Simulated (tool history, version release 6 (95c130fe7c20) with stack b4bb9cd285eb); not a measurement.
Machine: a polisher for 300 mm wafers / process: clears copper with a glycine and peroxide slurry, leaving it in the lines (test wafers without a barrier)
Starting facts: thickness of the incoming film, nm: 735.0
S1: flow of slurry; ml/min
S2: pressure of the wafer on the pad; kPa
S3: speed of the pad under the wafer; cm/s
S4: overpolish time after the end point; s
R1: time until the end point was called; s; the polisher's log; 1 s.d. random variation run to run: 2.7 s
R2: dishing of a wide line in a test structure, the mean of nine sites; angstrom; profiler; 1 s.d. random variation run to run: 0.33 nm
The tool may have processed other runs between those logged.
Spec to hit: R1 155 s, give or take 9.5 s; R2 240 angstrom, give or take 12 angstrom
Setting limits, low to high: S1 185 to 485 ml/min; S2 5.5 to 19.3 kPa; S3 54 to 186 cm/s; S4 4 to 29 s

run,hour,S1,S2,S3,S4,R1,R2
1,0,310,12.4,118,15,178.32,398
2,1.1,310,12.4,120,14,178.2,390.44
3,7.7,315,12.4,122,13,168.85,359.92
4,15.7,315,12.4,122,16,171.44,425.32
5,20.3,320,12.4,124,14,164.02,389.42
6,28.4,330,11.7,126,13,176.28,358.45
7,30.9,335,11.7,126,12,170.76,326.46
8,32.5,345,11.7,128,11,165.9,308.95
9,38.6,355,11.7,128,11,169.79,328.15
10,45.9,350,11.7,130,10,168.4,295.65
11,51,350,11.7,132,9,165.35,276.21
12,58,350,11.7,134,9,158.21,279.47
# hour 58.8: head pressure recalibrated
13,58.8,350,11.7,138,5,152.16,175.32
14,59.9,365,11.7,138,5,148.37,178.67

4 next moves are on the table. One of them brings every result within its allowed miss. Which?
A,61,260,10.3,136,7,?,?
B,61,440,15.2,104,7,?,?
C,61,405,14.5,120,4,?,?
D,61,370,12.4,130,8,?,?

move,R1,R2
A,176.12,207.33
B,157.75,232.17
C,146.89,149.27
D,155.26,261.07
A: closer than the last run, but not yet in spec
B: meets every target
C: its largest miss is bigger than the last run's
D: moves the result that the last run missed by most past its target, out the other side
Go with B: it meets all targets.

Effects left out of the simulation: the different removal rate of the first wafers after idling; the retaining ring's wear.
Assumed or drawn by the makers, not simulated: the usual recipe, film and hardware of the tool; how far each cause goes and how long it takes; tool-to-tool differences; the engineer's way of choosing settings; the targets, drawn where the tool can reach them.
